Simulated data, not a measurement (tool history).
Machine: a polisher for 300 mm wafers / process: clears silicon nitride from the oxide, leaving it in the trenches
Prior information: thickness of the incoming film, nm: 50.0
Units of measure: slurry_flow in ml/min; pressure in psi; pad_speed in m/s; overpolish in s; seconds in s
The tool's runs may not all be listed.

run  hour  slurry_flow  pressure  pad_speed  overpolish  seconds
  1   0.0          255       2.0       0.96          20   82.537
  2   6.9          305       2.0       0.96          20   81.183
  3  14.2          305       2.1       0.96          20   76.375
  4  16.5          305       2.1       1.08          20   69.792
  5  17.9          305       2.1       0.86          20   86.487
  6  25.5          305       2.2       0.86          20   82.572
  7  30.3          305       2.3       0.86          20   78.027

Predict the results of run 8:
  8  36.7          305       2.4       0.86          20        ?

seconds: 75.366 s

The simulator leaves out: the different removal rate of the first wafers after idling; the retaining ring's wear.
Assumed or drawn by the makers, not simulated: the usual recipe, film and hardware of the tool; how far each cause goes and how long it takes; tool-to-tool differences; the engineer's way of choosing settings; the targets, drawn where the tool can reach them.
